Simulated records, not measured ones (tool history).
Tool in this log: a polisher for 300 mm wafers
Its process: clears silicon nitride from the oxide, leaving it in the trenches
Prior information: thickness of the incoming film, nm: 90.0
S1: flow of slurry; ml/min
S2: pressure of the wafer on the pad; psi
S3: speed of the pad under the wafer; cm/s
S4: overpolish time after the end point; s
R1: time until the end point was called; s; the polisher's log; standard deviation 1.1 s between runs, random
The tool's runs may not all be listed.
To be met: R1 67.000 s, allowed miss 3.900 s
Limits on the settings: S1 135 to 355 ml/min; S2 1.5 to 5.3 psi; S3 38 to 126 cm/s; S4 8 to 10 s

{"run": 1, "day": 0.0, "S1": 225, "S2": 3.4, "S3": 82, "S4": 10, "R1": 106.79}
{"run": 2, "day": 0.033, "S1": 225, "S2": 3.4, "S3": 82, "S4": 10, "R1": 107.46}
{"run": 3, "day": 0.279, "S1": 225, "S2": 3.9, "S3": 82, "S4": 10, "R1": 93.522}
{"run": 4, "day": 0.588, "S1": 225, "S2": 4.2, "S3": 82, "S4": 10, "R1": 87.376}
{"run": 5, "day": 0.946, "S1": 225, "S2": 4.2, "S3": 98, "S4": 10, "R1": 73.971}
{"run": 6, "day": 1.058, "S1": 225, "S2": 4.2, "S3": 90, "S4": 10, "R1": 79.753}
{"run": 7, "day": 1.212, "S1": 225, "S2": 4.4, "S3": 90, "S4": 10, "R1": 76.571}
{"run": 8, "day": 1.579, "S1": 225, "S2": 4.5, "S3": 90, "S4": 10, "R1": 73.271}
{"run": 9, "day": 1.858, "S1": 225, "S2": 4.6, "S3": 90, "S4": 10, "R1": 71.496}

Exactly one of the 4 candidate moves below puts every result within its allowed miss. Which one?
{"run": "A", "day": 2.138, "S1": 265, "S2": 5.1, "S3": 86, "S4": 10, "R1": "?"}
{"run": "B", "day": 2.138, "S1": 210, "S2": 4.7, "S3": 110, "S4": 10, "R1": "?"}
{"run": "C", "day": 2.138, "S1": 215, "S2": 4.5, "S3": 90, "S4": 10, "R1": "?"}
{"run": "D", "day": 2.138, "S1": 180, "S2": 4.9, "S3": 106, "S4": 10, "R1": "?"}

move=A R1=67.285
move=B R1=58.832
move=C R1=74.443
move=D R1=59.757
A: hits every target within its allowed miss
B: carries the result that was furthest off beyond its target, to the other side
C: further off than the last run
D: carries the result that was furthest off beyond its target, to the other side
Move A is the one to make.
